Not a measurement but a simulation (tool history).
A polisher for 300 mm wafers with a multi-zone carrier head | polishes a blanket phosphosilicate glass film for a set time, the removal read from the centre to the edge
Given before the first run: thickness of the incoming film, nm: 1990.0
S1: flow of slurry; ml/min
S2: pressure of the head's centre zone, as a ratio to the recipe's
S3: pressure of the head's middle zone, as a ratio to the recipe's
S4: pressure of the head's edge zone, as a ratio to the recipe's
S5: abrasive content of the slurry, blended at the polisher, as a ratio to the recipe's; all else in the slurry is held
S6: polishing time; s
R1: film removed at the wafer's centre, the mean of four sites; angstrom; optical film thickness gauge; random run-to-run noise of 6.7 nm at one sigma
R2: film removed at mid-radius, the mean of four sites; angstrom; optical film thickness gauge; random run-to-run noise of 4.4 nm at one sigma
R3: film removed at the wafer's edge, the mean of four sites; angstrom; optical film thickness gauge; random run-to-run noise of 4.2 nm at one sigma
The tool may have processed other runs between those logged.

run,hour,S1,S2,S3,S4,S5,S6,R1,R2,R3
1,0.0,220,1.00,1.00,1.00,1.00,59,5162.8,4808.3,4815.1
2,7.2,225,1.01,1.02,1.01,1.05,59,5454.5,5072.8,4962.7
3,13.7,225,1.01,1.02,1.01,0.90,59,4755.6,4581.0,4490.9
4,22.1,225,1.01,1.08,1.01,0.90,59,4807.4,4811.0,4448.7
5,24.0,225,1.01,1.08,1.01,1.00,59,5283.8,5114.9,4777.8
6,29.5,225,1.01,1.08,1.01,0.80,59,4423.1,4384.3,4037.1
7,33.4,230,1.01,1.09,1.02,0.85,59,4579.2,4579.7,4298.4
8,36.2,235,1.01,1.10,1.02,0.90,59,4857.6,4864.3,4574.4
9,44.0,240,1.01,1.11,1.01,0.95,59,5134.4,5201.5,4693.0

The next listed run, before its measurement:
10,52.7,250,1.02,1.12,1.02,0.95,59,?,?,?

Run 10 measured R1 5086.9 angstrom, R2 5296.2 angstrom, R3 4734.5 angstrom.
